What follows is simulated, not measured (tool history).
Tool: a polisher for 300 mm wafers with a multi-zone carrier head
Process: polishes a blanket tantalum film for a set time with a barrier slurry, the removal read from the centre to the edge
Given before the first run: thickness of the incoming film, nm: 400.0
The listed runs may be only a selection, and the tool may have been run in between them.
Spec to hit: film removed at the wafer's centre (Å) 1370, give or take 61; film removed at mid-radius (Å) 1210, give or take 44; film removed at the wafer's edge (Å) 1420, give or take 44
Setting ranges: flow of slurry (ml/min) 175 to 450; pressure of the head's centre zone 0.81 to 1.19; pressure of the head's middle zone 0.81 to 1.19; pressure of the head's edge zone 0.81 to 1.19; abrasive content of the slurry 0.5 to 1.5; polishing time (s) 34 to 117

run,day,flow of slurry (ml/min),pressure of the head's centre zone,pressure of the head's middle zone,pressure of the head's edge zone,abrasive content of the slurry,polishing time (s),film removed at the wafer's centre (Å),film removed at mid-radius (Å),film removed at the wafer's edge (Å)
1,0,290,1,1,1,1,75,862.33,896.39,874.98
2,0.338,290,1.01,0.98,1.03,1.1,79,949.92,941.03,966.48
3,0.571,290,1.01,0.98,1.03,1.25,79,989.09,951.88,999.97
4,0.85,290,1.01,0.98,1.03,1.1,79,947.84,936,975.19
5,0.971,295,1.02,0.99,1.06,1.2,82,1007.5,983.79,1059.7
6,1.296,300,1.05,1,1.08,1.25,84,1095.4,1054.8,1079.8
# day 1.483: worn pad replaced by a new one
7,1.483,300,1.05,1,1.08,1.25,84,1219.5,1179.7,1217.1
8,1.767,315,1.06,0.99,1.1,1.25,84,1213.1,1148.3,1233.2

4 candidate next runs follow, results not yet known. Just one meets every target within its allowed miss. Identify it.
A,2.05,365,1.16,0.82,1.19,1.5,82,?,?,?
B,2.05,225,1.19,1.11,1.03,1.05,78,?,?,?
C,2.05,395,1.06,0.92,1.17,1.1,95,?,?,?
D,2.05,360,0.9,0.97,1.19,1.15,91,?,?,?

move,film removed at the wafer's centre (Å),film removed at mid-radius (Å),film removed at the wafer's edge (Å)
A,1381.6,1026.7,1329.5
B,1189.3,1112.4,1043
C,1364.9,1217.8,1417.2
D,1121,1228.3,1379.5
A: neither nearer nor further off than the last run
B: the biggest miss grows against the last run
C: meets every target
D: meets the target for the result that was furthest off, but another lies outside its allowed miss
C meets every target.
